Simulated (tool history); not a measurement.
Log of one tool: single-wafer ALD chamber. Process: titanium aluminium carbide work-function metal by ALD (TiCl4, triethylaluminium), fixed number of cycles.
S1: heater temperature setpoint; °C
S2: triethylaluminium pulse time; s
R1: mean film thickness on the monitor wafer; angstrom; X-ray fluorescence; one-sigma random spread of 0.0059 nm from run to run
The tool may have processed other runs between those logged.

run 1 hour=0.0 | S1=295 S2=10.24 | R1=20.300
run 2 hour=3.0 | S1=303 S2=10.24 | R1=20.886
run 3 hour=9.5 | S1=303 S2=11.32 | R1=21.122
run 4 hour=11.8 | S1=299 S2=10.83 | R1=20.730
run 5 hour=13.2 | S1=299 S2=13.05 | R1=21.065
run 6 hour=20.3 | S1=295 S2=12.53 | R1=20.618

Run 7, settings as shown, results not yet in. Your forecast:
run 7 hour=23.2 | S1=292 S2=12.18 | R1=?

Run 7 came out at R1 20.285 angstrom.
